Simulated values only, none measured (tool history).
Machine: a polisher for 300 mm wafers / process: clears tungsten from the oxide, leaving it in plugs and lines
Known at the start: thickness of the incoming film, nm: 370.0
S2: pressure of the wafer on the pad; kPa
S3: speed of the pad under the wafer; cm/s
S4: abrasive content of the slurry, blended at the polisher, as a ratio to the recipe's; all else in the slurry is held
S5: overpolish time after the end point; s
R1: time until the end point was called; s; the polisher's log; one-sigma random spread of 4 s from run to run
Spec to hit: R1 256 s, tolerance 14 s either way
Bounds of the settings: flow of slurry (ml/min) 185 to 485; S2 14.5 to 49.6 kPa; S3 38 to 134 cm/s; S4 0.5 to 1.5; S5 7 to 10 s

run 1 hour=0 | flow_of_slurry_(ml/min)=310 S2=31.7 S3=86 S4=1 S5=10 | R1=93.412
run 2 hour=6 | flow_of_slurry_(ml/min)=305 S2=26.9 S3=74 S4=1 S5=10 | R1=118.52
run 3 hour=9.8 | flow_of_slurry_(ml/min)=295 S2=23.4 S3=64 S4=0.9 S5=10 | R1=151.81
run 4 hour=16.4 | flow_of_slurry_(ml/min)=295 S2=20.7 S3=56 S4=0.9 S5=10 | R1=192.82
run 5 hour=22.7 | flow_of_slurry_(ml/min)=295 S2=20.7 S3=46 S4=0.9 S5=10 | R1=222.29
run 6 hour=29.3 | flow_of_slurry_(ml/min)=365 S2=20.7 S3=46 S4=0.9 S5=10 | R1=219.85
run 7 hour=35.5 | flow_of_slurry_(ml/min)=365 S2=19.3 S3=46 S4=0.9 S5=10 | R1=234.81
run 8 hour=39.3 | flow_of_slurry_(ml/min)=365 S2=18.6 S3=46 S4=0.9 S5=10 | R1=238.61

5 next moves are on the table. One of them brings every result within its allowed miss. Which?
run A hour=43.1 | flow_of_slurry_(ml/min)=400 S2=16.5 S3=64 S4=0.75 S5=7 | R1=?
run B hour=43.1 | flow_of_slurry_(ml/min)=370 S2=25.5 S3=42 S4=0.65 S5=9 | R1=?
run C hour=43.1 | flow_of_slurry_(ml/min)=385 S2=20.7 S3=42 S4=1.15 S5=10 | R1=?
run D hour=43.1 | flow_of_slurry_(ml/min)=410 S2=14.5 S3=48 S4=1.4 S5=10 | R1=?
run E hour=43.1 | flow_of_slurry_(ml/min)=340 S2=16.5 S3=64 S4=1 S5=10 | R1=?

move=A R1=214.2
move=B R1=212.35
move=C R1=219.16
move=D R1=250.46
move=E R1=201.89
A: lands further from the targets than the last run did
B: lands further from the targets than the last run did
C: lands further from the targets than the last run did
D: in spec on every target
E: lands further from the targets than the last run did
The right move is D.
